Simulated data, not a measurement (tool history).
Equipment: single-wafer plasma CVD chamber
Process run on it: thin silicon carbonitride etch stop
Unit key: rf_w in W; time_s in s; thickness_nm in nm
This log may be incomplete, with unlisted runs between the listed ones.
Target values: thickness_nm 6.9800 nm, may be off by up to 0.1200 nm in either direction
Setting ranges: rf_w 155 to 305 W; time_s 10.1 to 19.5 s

run  hour  rf_w  time_s  thickness_nm
  1   0.0   230    14.8        8.8884
  2   4.7   220    14.3        8.5223
  3  13.4   220    16.0        9.4913
  4  18.9   200    16.0        9.2691
  5  21.5   180    16.0        9.1591
  6  29.3   180    14.0        7.9038
  7  32.6   175    13.7        7.7633
  8  40.1   160    12.0        6.6456
  9  41.0   165    12.0        6.7137
 10  42.4   170    12.0        6.7962
 11  48.2   175    12.0        6.8106
 12  53.8   180    12.0        6.7611

Of the 4 settings listed for the next run, only one would bring every result within its allowed miss of target. Which one?
  A  59.4   190    12.1             ?
  B  59.4   155    12.1             ?
  C  59.4   170    11.7             ?
  D  59.4   175    11.8             ?

move  thickness_nm
   A        6.9668
   B        6.6462
   C        6.5635
   D        6.6642
A: hits every target within its allowed miss
B: the biggest miss grows against the last run
C: the biggest miss grows against the last run
D: the biggest miss grows against the last run
A meets every target.
